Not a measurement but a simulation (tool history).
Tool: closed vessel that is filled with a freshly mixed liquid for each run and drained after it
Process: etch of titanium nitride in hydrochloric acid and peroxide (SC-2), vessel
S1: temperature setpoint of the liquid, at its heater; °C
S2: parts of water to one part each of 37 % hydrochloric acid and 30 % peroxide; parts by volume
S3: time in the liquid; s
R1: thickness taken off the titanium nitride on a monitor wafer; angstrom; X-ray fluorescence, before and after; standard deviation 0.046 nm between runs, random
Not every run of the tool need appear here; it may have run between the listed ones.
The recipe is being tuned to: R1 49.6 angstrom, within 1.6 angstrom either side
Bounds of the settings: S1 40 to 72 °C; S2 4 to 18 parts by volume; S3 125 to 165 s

run	day	S1	S2	S3	R1
1	0	56	10	165	68.931
2	0.167	55	10	165	65.792
3	0.546	54	10	165	61.614
4	0.921	54	10	165	61.125
5	1.125	57.5	10	165	77.175
6	1.475	56.5	10	165	72.076
7	1.746	55.5	10	165	68.075
8	2.05	54.5	10	165	63.362
9	2.158	54	10	165	60.585
10	2.538	53.5	10	165	58.723

Which single option among these 4 for the next run brings every result within its allowed miss of target? Just one does.
A	2.917	53	10	130	?
B	2.917	53	12.5	155	?
C	2.917	52.5	11	150	?
D	2.917	54	13	165	?

move	R1
A	45.482
B	44.879
C	46.866
D	49.326
A: moves the result that the last run missed by most past its target, out the other side
B: moves the result that the last run missed by most past its target, out the other side
C: moves the result that the last run missed by most past its target, out the other side
D: each result inside its tolerance
D is the move that brings every result within its allowed miss.
